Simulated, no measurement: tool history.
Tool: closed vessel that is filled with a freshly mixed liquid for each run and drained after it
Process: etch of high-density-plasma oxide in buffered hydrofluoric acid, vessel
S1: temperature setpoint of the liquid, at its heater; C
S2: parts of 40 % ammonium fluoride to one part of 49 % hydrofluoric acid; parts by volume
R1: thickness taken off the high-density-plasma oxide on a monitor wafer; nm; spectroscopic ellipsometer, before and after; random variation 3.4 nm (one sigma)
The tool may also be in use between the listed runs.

run 1 hour=0 | S1=24 S2=9 time_in_the_liquid_(s)=105 | R1=248.56
run 2 hour=7.6 | S1=24 S2=10 time_in_the_liquid_(s)=105 | R1=234.66
run 3 hour=16.1 | S1=21 S2=10 time_in_the_liquid_(s)=105 | R1=195.41
run 4 hour=18.3 | S1=24 S2=9 time_in_the_liquid_(s)=105 | R1=251.46
run 5 hour=20.4 | S1=24 S2=9 time_in_the_liquid_(s)=115 | R1=271.76
run 6 hour=26.4 | S1=26 S2=8.5 time_in_the_liquid_(s)=115 | R1=322.2
run 7 hour=32.1 | S1=27.5 S2=8 time_in_the_liquid_(s)=115 | R1=369.63

Forecast run 8:
run 8 hour=37.4 | S1=28.5 S2=8 time_in_the_liquid_(s)=115 | R1=?

{"run 8": {"R1": 389.74}}

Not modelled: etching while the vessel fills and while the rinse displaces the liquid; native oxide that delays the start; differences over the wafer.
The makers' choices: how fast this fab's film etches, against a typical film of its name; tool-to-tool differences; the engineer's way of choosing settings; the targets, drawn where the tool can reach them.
